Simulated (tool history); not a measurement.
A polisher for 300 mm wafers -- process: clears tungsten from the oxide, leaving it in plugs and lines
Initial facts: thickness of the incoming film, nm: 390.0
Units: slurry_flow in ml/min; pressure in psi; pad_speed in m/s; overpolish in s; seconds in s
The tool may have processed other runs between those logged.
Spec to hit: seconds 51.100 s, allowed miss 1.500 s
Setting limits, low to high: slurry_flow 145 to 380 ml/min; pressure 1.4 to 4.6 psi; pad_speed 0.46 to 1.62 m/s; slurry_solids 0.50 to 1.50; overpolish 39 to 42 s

run,hour,slurry_flow,pressure,pad_speed,slurry_solids,overpolish,seconds
1,0.0,245,3.0,1.04,1.00,39,98.433
2,4.6,245,3.4,1.04,1.00,39,86.907
3,11.3,245,3.7,1.08,1.00,39,76.040
4,16.3,245,3.9,1.10,1.00,39,71.129
5,19.0,245,4.1,1.12,1.00,39,66.857
6,22.7,245,4.2,1.16,1.00,39,62.956
7,31.0,245,4.3,1.18,1.00,39,60.925
8,36.6,245,4.4,1.20,1.00,39,59.141
9,44.8,245,4.4,1.22,1.00,39,57.935
10,50.3,245,4.4,1.24,1.00,39,56.470
11,51.2,245,4.4,1.26,1.00,39,56.496
12,59.6,245,4.4,1.28,1.00,39,54.700
13,65.2,250,4.5,1.28,1.00,39,53.190

Which single option among these 5 for the next run brings every result within its allowed miss of target? Just one does.
A,70.8,245,4.5,1.28,0.90,41,?
B,70.8,315,4.1,1.34,1.05,39,?
C,70.8,260,4.6,1.18,1.05,42,?
D,70.8,250,3.8,1.58,1.05,39,?
E,70.8,230,4.3,1.32,0.95,39,?

move,seconds
A,55.527
B,55.428
C,56.738
D,51.558
E,55.939
A: further off than the last run
B: further off than the last run
C: further off than the last run
D: meets every target
E: further off than the last run
Correct choice: D, which meets every target
